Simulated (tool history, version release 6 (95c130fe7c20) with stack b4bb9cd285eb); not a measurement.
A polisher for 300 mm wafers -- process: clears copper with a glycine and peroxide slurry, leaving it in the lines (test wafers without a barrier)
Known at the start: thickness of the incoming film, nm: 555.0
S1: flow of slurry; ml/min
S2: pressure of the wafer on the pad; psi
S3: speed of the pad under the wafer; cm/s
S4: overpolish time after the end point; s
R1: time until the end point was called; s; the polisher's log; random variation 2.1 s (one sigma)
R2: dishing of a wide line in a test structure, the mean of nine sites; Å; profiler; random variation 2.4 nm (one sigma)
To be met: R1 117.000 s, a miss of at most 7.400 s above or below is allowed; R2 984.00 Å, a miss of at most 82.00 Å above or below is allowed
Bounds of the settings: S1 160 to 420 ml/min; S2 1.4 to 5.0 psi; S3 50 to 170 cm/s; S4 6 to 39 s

{"run": 1, "day": 0.0, "S1": 270, "S2": 3.2, "S3": 110, "S4": 20, "R1": 86.557, "R2": 834.78}
{"run": 2, "day": 0.058, "S1": 270, "S2": 3.2, "S3": 110, "S4": 25, "R1": 81.621, "R2": 957.92}
{"run": 3, "day": 0.225, "S1": 270, "S2": 3.0, "S3": 108, "S4": 27, "R1": 89.182, "R2": 1002.5}
{"run": 4, "day": 0.292, "S1": 270, "S2": 3.0, "S3": 124, "S4": 27, "R1": 80.622, "R2": 1065.0}
{"run": 5, "day": 0.562, "S1": 270, "S2": 3.0, "S3": 124, "S4": 20, "R1": 80.966, "R2": 877.47}
{"run": 6, "day": 0.667, "S1": 270, "S2": 2.7, "S3": 124, "S4": 20, "R1": 85.281, "R2": 831.08}
{"run": 7, "day": 0.833, "S1": 270, "S2": 2.6, "S3": 122, "S4": 22, "R1": 86.572, "R2": 845.77}
{"run": 8, "day": 1.062, "S1": 265, "S2": 1.7, "S3": 108, "S4": 32, "R1": 123.66, "R2": 891.23}

Which of these 4 next moves meets every target?
{"run": "A", "day": 1.292, "S1": 275, "S2": 1.4, "S3": 104, "S4": 32, "R1": "?", "R2": "?"}
{"run": "B", "day": 1.292, "S1": 200, "S2": 1.5, "S3": 112, "S4": 28, "R1": "?", "R2": "?"}
{"run": "C", "day": 1.292, "S1": 195, "S2": 1.8, "S3": 86, "S4": 32, "R1": "?", "R2": "?"}
{"run": "D", "day": 1.292, "S1": 230, "S2": 2.2, "S3": 98, "S4": 33, "R1": "?", "R2": "?"}

move=A R1=135.920 R2=814.99
move=B R1=128.120 R2=770.54
move=C R1=142.960 R2=799.22
move=D R1=116.670 R2=954.50
A: misses by more than the last run did
B: misses by more than the last run did
C: misses by more than the last run did
D: every result within its allowed miss
D meets every target.

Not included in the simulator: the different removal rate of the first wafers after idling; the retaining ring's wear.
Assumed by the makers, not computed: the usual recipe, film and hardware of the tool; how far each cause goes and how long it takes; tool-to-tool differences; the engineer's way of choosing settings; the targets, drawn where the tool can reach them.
